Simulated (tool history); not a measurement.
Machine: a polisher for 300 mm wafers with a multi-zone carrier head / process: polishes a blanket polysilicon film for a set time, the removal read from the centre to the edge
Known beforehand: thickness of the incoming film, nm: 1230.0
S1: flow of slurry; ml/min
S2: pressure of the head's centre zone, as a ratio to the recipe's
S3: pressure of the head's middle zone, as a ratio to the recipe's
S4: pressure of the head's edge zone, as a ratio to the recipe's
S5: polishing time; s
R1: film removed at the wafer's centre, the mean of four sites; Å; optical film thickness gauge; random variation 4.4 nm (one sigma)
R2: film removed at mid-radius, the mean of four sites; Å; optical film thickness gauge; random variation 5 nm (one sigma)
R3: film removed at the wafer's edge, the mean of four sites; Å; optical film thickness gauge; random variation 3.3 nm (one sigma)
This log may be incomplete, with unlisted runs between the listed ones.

run	hour	S1	S2	S3	S4	S5	R1	R2	R3
1	0	175	1	1	1	53	5059.8	5124.6	4990.6
2	2.7	175	1.09	1	1	53	5488.7	5241.2	5056.5
3	6.5	165	1.05	1.01	1	52	5147.7	5173.7	4916
4	8	160	1.01	1.01	1	51	5018.9	4957.5	4764.9
5	14.1	175	0.98	1.02	1.01	49	4681	4870.4	4709
6	15.3	180	0.96	1.03	1.02	48	4329.9	4797.4	4682.2
7	19.1	145	0.86	1.03	0.95	46	3655.1	4453	4149.3

For run 8, what comes out?
8	26.5	145	0.86	1.03	0.96	46	?	?	?

R1: 3655.5 Å
R2: 4443.7 Å
R3: 4126.8 Å
